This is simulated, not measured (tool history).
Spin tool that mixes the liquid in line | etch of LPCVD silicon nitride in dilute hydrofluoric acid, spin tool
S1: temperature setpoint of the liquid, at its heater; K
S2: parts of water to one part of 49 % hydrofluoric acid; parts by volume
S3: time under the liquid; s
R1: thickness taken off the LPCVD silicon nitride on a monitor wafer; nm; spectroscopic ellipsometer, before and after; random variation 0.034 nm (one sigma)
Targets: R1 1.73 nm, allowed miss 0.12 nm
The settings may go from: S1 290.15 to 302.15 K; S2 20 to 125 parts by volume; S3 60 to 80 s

| run | hour | S1 | S2 | S3 | R1 |
|---|---|---|---|---|---|
| 1 | 0 | 294.15 | 70 | 80 | 0.42713 |
| 2 | 5.5 | 294.15 | 60 | 80 | 0.50143 |
| 3 | 7.3 | 294.15 | 75 | 80 | 0.40221 |
| 4 | 16.2 | 294.15 | 75 | 80 | 0.39985 |
| 5 | 22.7 | 294.15 | 75 | 60 | 0.29966 |
| 6 | 29.6 | 295.15 | 70 | 60 | 0.35447 |
| 7 | 36.5 | 295.65 | 65 | 60 | 0.39244 |
|  | 42.2 | hydrofluoric acid flow meter replaced |
| 8 | 42.2 | 296.15 | 60 | 60 | 0.4534 |

Which of these 5 next moves meets every target?
| A | 47.9 | 296.15 | 25 | 80 | ? |
| B | 47.9 | 294.15 | 20 | 80 | ? |
| C | 47.9 | 299.15 | 30 | 80 | ? |
| D | 47.9 | 294.15 | 25 | 65 | ? |
| E | 47.9 | 296.65 | 20 | 75 | ? |

| move | R1 |
|---|---|
| A | 1.4731 |
| B | 1.5865 |
| C | 1.5151 |
| D | 1.042 |
| E | 1.769 |
A: nearer than the last run, and not there yet
B: nearer than the last run, and not there yet
C: nearer than the last run, and not there yet
D: nearer than the last run, and not there yet
E: meets every target
The right move is E.
